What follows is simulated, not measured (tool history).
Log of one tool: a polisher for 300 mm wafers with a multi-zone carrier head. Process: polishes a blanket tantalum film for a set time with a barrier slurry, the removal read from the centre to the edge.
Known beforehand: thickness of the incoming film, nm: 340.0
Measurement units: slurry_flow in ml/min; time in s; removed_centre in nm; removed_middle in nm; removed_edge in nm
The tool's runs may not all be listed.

run    day  slurry_flow  centre_zone  middle_zone  edge_zone  slurry_solids  time  removed_centre  removed_middle  removed_edge
  1      0          230            1            1          1              1    82          91.497          91.645        93.757
  2  0.025          235            1         1.04       1.03           1.15    83          96.471          99.843        101.19
  3  0.346          235            1         1.04       1.03           0.95    83          92.649          95.221        94.937
  4  0.538          235            1         1.04       1.03           1.15    83          95.939          100.55        100.96
  5  0.633          245         1.01         1.07       1.05           1.25    83          100.63          102.67        102.08
  6  0.829          240            1         1.08       1.05            1.3    85          101.94          107.53        106.42

For run 7, what comes out?
  7  0.958          240         0.99          1.1       1.06           1.35    86               ?               ?             ?

removed_centre: 101.52 nm
removed_middle: 114.77 nm
removed_edge: 110.12 nm

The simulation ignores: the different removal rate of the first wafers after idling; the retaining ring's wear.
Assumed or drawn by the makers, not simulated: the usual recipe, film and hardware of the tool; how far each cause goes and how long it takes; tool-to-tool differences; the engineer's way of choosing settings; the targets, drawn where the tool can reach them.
